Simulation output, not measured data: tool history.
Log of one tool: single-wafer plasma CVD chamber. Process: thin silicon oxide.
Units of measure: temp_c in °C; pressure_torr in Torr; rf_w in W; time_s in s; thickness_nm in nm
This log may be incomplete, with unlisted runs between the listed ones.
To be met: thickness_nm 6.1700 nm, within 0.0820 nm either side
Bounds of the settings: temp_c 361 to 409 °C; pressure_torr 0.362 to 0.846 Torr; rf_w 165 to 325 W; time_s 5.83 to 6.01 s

Run 1, hour 0.0: temp_c 385 °C, pressure_torr 0.604 Torr, rf_w 245 W, time_s 5.83 s. Result: thickness_nm 7.7821 nm.
Run 2, hour 7.2: temp_c 385 °C, pressure_torr 0.582 Torr, rf_w 245 W, time_s 5.83 s. Result: thickness_nm 7.4925 nm.
Run 3, hour 13.4: temp_c 385 °C, pressure_torr 0.492 Torr, rf_w 245 W, time_s 5.83 s. Result: thickness_nm 6.5481 nm.
Run 4, hour 15.0: temp_c 385 °C, pressure_torr 0.485 Torr, rf_w 245 W, time_s 5.83 s. Result: thickness_nm 6.4861 nm.
Run 5, hour 22.3: temp_c 385 °C, pressure_torr 0.562 Torr, rf_w 245 W, time_s 5.83 s. Result: thickness_nm 7.2306 nm.
Run 6, hour 24.6: temp_c 385 °C, pressure_torr 0.544 Torr, rf_w 245 W, time_s 5.83 s. Result: thickness_nm 7.1100 nm.
Run 7, hour 31.4: temp_c 385 °C, pressure_torr 0.441 Torr, rf_w 245 W, time_s 5.83 s. Result: thickness_nm 5.9660 nm.
Run 8, hour 37.6: temp_c 385 °C, pressure_torr 0.445 Torr, rf_w 245 W, time_s 5.83 s. Result: thickness_nm 6.0283 nm.
Run 9, hour 41.2: temp_c 385 °C, pressure_torr 0.447 Torr, rf_w 245 W, time_s 5.83 s. Result: thickness_nm 6.0279 nm.
Run 10, hour 47.2: temp_c 385 °C, pressure_torr 0.449 Torr, rf_w 245 W, time_s 5.83 s. Result: thickness_nm 6.0728 nm.
Run 11, hour 48.1: temp_c 385 °C, pressure_torr 0.451 Torr, rf_w 245 W, time_s 5.83 s. Result: thickness_nm 6.1092 nm.

5 next moves are on the table. One of them brings every result within its allowed miss. Which?
Run A, hour 49.0: temp_c 381 °C, pressure_torr 0.464 Torr, rf_w 235 W, time_s 6.01 s. Result: thickness_nm ?.
Run B, hour 49.0: temp_c 374 °C, pressure_torr 0.462 Torr, rf_w 200 W, time_s 6.01 s. Result: thickness_nm ?.
Run C, hour 49.0: temp_c 386 °C, pressure_torr 0.467 Torr, rf_w 235 W, time_s 6.01 s. Result: thickness_nm ?.
Run D, hour 49.0: temp_c 392 °C, pressure_torr 0.424 Torr, rf_w 275 W, time_s 6.00 s. Result: thickness_nm ?.
Run E, hour 49.0: temp_c 381 °C, pressure_torr 0.468 Torr, rf_w 220 W, time_s 5.83 s. Result: thickness_nm ?.

move  thickness_nm
   A        6.3509
   B        5.9482
   C        6.3598
   D        6.2340
   E        6.0372
A: pushes the last run's worst result past its target
B: misses by more than the last run did
C: pushes the last run's worst result past its target
D: all results land within tolerance of their targets
E: misses by more than the last run did
Move D is the one to make.
